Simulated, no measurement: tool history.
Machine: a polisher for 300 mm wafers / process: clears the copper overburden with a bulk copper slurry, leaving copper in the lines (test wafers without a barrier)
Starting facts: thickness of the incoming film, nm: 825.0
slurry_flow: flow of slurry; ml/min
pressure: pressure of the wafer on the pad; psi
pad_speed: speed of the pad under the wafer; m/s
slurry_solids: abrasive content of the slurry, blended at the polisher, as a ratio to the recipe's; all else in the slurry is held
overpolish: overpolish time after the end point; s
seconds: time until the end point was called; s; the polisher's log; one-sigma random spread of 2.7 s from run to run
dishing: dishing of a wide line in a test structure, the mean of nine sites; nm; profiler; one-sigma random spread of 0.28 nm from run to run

Run 1, hour 0: slurry_flow 130 ml/min, pressure 2.4 psi, pad_speed 1.18 m/s, slurry_solids 1, overpolish 10 s. Result: seconds 108.18 s, dishing 48.308 nm.
Run 2, hour 0.8: slurry_flow 130 ml/min, pressure 2.1 psi, pad_speed 1.1 m/s, slurry_solids 1, overpolish 9 s. Result: seconds 128.29 s, dishing 39.482 nm.
Run 3, hour 8.4: slurry_flow 130 ml/min, pressure 1.8 psi, pad_speed 1.04 m/s, slurry_solids 1, overpolish 8 s. Result: seconds 158.6 s, dishing 30.912 nm.
Run 4, hour 11: slurry_flow 130 ml/min, pressure 1.8 psi, pad_speed 1.04 m/s, slurry_solids 1, overpolish 5 s. Result: seconds 156.62 s, dishing 20.575 nm.
Run 5, hour 18.2: slurry_flow 125 ml/min, pressure 1.6 psi, pad_speed 1.04 m/s, slurry_solids 1, overpolish 6 s. Result: seconds 177.39 s, dishing 21.463 nm.
At hour 25: slurry blender recalibrated.
Run 6, hour 25: slurry_flow 125 ml/min, pressure 2.2 psi, pad_speed 1.04 m/s, slurry_solids 1, overpolish 6 s. Result: seconds 130.32 s, dishing 28.557 nm.

Run 7 is up next; what results do you expect?
Run 7, hour 28.8: slurry_flow 120 ml/min, pressure 1.9 psi, pad_speed 1.02 m/s, slurry_solids 1, overpolish 6 s. Result: seconds ?, dishing ?.

seconds: 153.07 s
dishing: 24.57 nm
